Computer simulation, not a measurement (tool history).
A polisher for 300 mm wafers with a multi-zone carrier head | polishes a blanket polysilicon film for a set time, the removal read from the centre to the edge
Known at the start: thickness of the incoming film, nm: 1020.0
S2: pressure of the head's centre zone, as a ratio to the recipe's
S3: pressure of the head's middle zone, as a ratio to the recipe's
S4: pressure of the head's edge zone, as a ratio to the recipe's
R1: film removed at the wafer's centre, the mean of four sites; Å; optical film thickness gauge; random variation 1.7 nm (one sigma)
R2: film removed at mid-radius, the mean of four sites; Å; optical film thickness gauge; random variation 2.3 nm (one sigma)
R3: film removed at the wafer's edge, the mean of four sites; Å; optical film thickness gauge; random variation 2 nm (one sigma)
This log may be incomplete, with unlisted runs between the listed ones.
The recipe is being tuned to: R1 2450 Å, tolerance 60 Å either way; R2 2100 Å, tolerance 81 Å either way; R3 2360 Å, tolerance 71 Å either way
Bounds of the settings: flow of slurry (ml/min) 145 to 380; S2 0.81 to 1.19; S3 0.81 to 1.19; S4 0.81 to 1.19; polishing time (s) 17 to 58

Run 1, hour 0: flow of slurry (ml/min) 245, S2 1, S3 1, S4 1, polishing time (s) 37. Result: R1 4024.4 Å, R2 3843.8 Å, R3 3775.8 Å.
Run 2, hour 0.9: flow of slurry (ml/min) 245, S2 1, S3 1, S4 0.92, polishing time (s) 37. Result: R1 4011.8 Å, R2 3879.2 Å, R3 3689.7 Å.
Run 3, hour 5.6: flow of slurry (ml/min) 200, S2 1, S3 1, S4 0.92, polishing time (s) 37. Result: R1 3951 Å, R2 3776.9 Å, R3 3571.9 Å.
Run 4, hour 11.5: flow of slurry (ml/min) 200, S2 1.04, S3 1, S4 0.92, polishing time (s) 37. Result: R1 4072.2 Å, R2 3718.4 Å, R3 3574.9 Å.
Run 5, hour 14.4: flow of slurry (ml/min) 195, S2 1.03, S3 0.98, S4 0.92, polishing time (s) 35. Result: R1 3832 Å, R2 3538.3 Å, R3 3387.1 Å.
Run 6, hour 19.8: flow of slurry (ml/min) 190, S2 1.03, S3 0.96, S4 0.94, polishing time (s) 33. Result: R1 3530.7 Å, R2 3307.4 Å, R3 3254.2 Å.
Run 7, hour 26: flow of slurry (ml/min) 185, S2 1.04, S3 0.94, S4 0.95, polishing time (s) 31. Result: R1 3390.9 Å, R2 3018.8 Å, R3 3054.7 Å.
Run 8, hour 29.3: flow of slurry (ml/min) 185, S2 1.04, S3 0.92, S4 0.95, polishing time (s) 30. Result: R1 3225.8 Å, R2 2840.6 Å, R3 2905.4 Å.
Run 9, hour 36.4: flow of slurry (ml/min) 185, S2 1.04, S3 0.91, S4 0.96, polishing time (s) 29. Result: R1 3140.7 Å, R2 2727.5 Å, R3 2838.5 Å.
Run 10, hour 39.6: flow of slurry (ml/min) 185, S2 1.03, S3 0.9, S4 0.96, polishing time (s) 28. Result: R1 3026.4 Å, R2 2672 Å, R3 2763.5 Å.
Run 11, hour 42: flow of slurry (ml/min) 185, S2 1.03, S3 0.89, S4 0.97, polishing time (s) 27. Result: R1 2932.1 Å, R2 2520.1 Å, R3 2689.2 Å.
Run 12, hour 46.7: flow of slurry (ml/min) 185, S2 1.02, S3 0.88, S4 0.97, polishing time (s) 26. Result: R1 2779.9 Å, R2 2416.3 Å, R3 2600.8 Å.
Run 13, hour 48.8: flow of slurry (ml/min) 165, S2 0.98, S3 0.81, S4 0.92, polishing time (s) 23. Result: R1 2385 Å, R2 1977.3 Å, R3 2205 Å.

5 next moves are on the table. One of them brings every result within its allowed miss. Which?
Run A, hour 50.9: flow of slurry (ml/min) 145, S2 0.93, S3 0.84, S4 1.04, polishing time (s) 24. Result: R1 ?, R2 ?, R3 ?.
Run B, hour 50.9: flow of slurry (ml/min) 230, S2 0.98, S3 0.95, S4 0.89, polishing time (s) 22. Result: R1 ?, R2 ?, R3 ?.
Run C, hour 50.9: flow of slurry (ml/min) 185, S2 1.01, S3 0.88, S4 0.86, polishing time (s) 23. Result: R1 ?, R2 ?, R3 ?.
Run D, hour 50.9: flow of slurry (ml/min) 170, S2 0.93, S3 0.86, S4 1.01, polishing time (s) 25. Result: R1 ?, R2 ?, R3 ?.
Run E, hour 50.9: flow of slurry (ml/min) 165, S2 0.96, S3 0.83, S4 0.96, polishing time (s) 24. Result: R1 ?, R2 ?, R3 ?.

move      R1      R2      R3
   A  2316.1  2045.2    2398
   B  2329.3  2180.1  2121.9
   C  2427.9  2092.1  2152.7
   D  2461.7  2211.4  2496.2
   E    2408  2055.1    2337
A: brings the last run's worst result on target, with another outside its allowed miss
B: further off than the last run
C: further off than the last run
D: takes the biggest miss from the last run beyond its target
E: each result inside its tolerance
Go with E: it meets all targets.
